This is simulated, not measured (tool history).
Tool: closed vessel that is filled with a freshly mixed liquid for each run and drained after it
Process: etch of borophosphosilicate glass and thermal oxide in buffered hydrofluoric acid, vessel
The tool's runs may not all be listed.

run	day	temperature setpoint of the liquid (°C)	parts of 40 % ammonium fluoride to one part of 49 % hydrofluoric acid (parts by volume)	time in the liquid (s)	thickness taken off the borophosphosilicate glass on a monitor wafer (nm)	thickness taken off the thermal oxide on a monitor wafer (nm)
1	0	23	20.5	60	70.236	34.616
2	0.212	24	20.5	60	74.038	36.56
3	0.392	24.5	20.5	60	76.744	36.988
4	0.642	24.5	20	60	77.612	38.709
5	0.954	24.5	22	60	72.875	35.747
6	1.05	25	22	60	75.029	36.751
7	1.142	25.5	22	60	76.664	37.066

Run 8 has not been measured yet. What should we expect?
8	1.346	26	21.5	60	?	?

Logged for run 8: thickness taken off the borophosphosilicate glass on a monitor wafer (nm) 80.07, thickness taken off the thermal oxide on a monitor wafer (nm) 39.557.

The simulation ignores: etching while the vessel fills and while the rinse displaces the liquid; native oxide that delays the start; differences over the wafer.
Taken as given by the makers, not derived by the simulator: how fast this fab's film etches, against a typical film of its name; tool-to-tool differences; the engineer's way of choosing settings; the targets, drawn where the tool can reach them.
